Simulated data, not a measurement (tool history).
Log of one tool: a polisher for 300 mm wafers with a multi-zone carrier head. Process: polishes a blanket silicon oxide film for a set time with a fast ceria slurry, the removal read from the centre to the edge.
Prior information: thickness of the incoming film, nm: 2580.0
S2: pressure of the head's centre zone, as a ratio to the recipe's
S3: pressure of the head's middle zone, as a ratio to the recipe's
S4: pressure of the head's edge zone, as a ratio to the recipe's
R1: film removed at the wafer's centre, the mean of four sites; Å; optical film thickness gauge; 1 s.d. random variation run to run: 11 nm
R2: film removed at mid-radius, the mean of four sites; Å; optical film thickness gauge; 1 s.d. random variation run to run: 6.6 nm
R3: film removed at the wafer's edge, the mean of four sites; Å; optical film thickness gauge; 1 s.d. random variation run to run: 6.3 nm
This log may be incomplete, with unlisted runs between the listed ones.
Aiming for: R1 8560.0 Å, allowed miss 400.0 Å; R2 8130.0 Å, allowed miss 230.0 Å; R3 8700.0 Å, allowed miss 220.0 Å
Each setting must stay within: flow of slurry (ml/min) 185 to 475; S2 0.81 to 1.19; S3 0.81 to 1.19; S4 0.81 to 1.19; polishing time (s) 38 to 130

{"run": 1, "hour": 0.0, "flow of slurry (ml/min)": 305, "S2": 1.0, "S3": 1.0, "S4": 1.0, "polishing time (s)": 84, "R1": 7297.5, "R2": 7137.8, "R3": 7219.8}
{"run": 2, "hour": 1.4, "flow of slurry (ml/min)": 305, "S2": 1.0, "S3": 1.0, "S4": 1.0, "polishing time (s)": 67, "R1": 5828.0, "R2": 5686.2, "R3": 5763.1}
{"run": 3, "hour": 2.2, "flow of slurry (ml/min)": 310, "S2": 1.01, "S3": 1.01, "S4": 1.04, "polishing time (s)": 74, "R1": 6367.3, "R2": 6381.1, "R3": 6511.3}
{"run": 4, "hour": 8.7, "flow of slurry (ml/min)": 315, "S2": 1.04, "S3": 1.01, "S4": 1.07, "polishing time (s)": 78, "R1": 6945.0, "R2": 6687.8, "R3": 6943.3}
{"run": 5, "hour": 16.8, "flow of slurry (ml/min)": 320, "S2": 1.05, "S3": 1.02, "S4": 1.1, "polishing time (s)": 82, "R1": 7319.8, "R2": 7146.9, "R3": 7307.0}
{"run": 6, "hour": 18.4, "flow of slurry (ml/min)": 325, "S2": 1.06, "S3": 1.01, "S4": 1.12, "polishing time (s)": 85, "R1": 7931.4, "R2": 7458.2, "R3": 7750.4}
{"run": 7, "hour": 21.6, "flow of slurry (ml/min)": 335, "S2": 1.05, "S3": 1.01, "S4": 1.14, "polishing time (s)": 87, "R1": 7684.6, "R2": 7513.3, "R3": 8090.5}
{"run": 8, "hour": 29.6, "flow of slurry (ml/min)": 340, "S2": 1.06, "S3": 1.02, "S4": 1.15, "polishing time (s)": 88, "R1": 8114.2, "R2": 7820.3, "R3": 8208.1}
{"run": 9, "hour": 34.9, "flow of slurry (ml/min)": 350, "S2": 1.06, "S3": 1.02, "S4": 1.16, "polishing time (s)": 89, "R1": 8223.2, "R2": 7808.0, "R3": 8322.9}

5 candidate next runs follow, results not yet known. Just one meets every target within its allowed miss. Identify it.
{"run": "A", "hour": 40.2, "flow of slurry (ml/min)": 295, "S2": 1.04, "S3": 0.9, "S4": 1.15, "polishing time (s)": 93, "R1": "?", "R2": "?", "R3": "?"}
{"run": "B", "hour": 40.2, "flow of slurry (ml/min)": 300, "S2": 1.06, "S3": 1.04, "S4": 1.09, "polishing time (s)": 86, "R1": "?", "R2": "?", "R3": "?"}
{"run": "C", "hour": 40.2, "flow of slurry (ml/min)": 255, "S2": 1.06, "S3": 0.94, "S4": 1.09, "polishing time (s)": 94, "R1": "?", "R2": "?", "R3": "?"}
{"run": "D", "hour": 40.2, "flow of slurry (ml/min)": 255, "S2": 0.95, "S3": 1.07, "S4": 1.17, "polishing time (s)": 93, "R1": "?", "R2": "?", "R3": "?"}
{"run": "E", "hour": 40.2, "flow of slurry (ml/min)": 375, "S2": 1.06, "S3": 1.01, "S4": 1.16, "polishing time (s)": 93, "R1": "?", "R2": "?", "R3": "?"}

move=A R1=8387.5 R2=7245.4 R3=8631.1
move=B R1=7901.2 R2=7574.7 R3=7759.3
move=C R1=8506.9 R2=7505.4 R3=8409.5
move=D R1=7683.8 R2=8287.0 R3=8612.6
move=E R1=8694.4 R2=8117.9 R3=8771.7
A: brings the last run's worst result on target, with another outside its allowed miss
B: the biggest miss grows against the last run
C: the biggest miss grows against the last run
D: brings the last run's worst result on target, with another outside its allowed miss
E: every result lands within tolerance
Answer: E
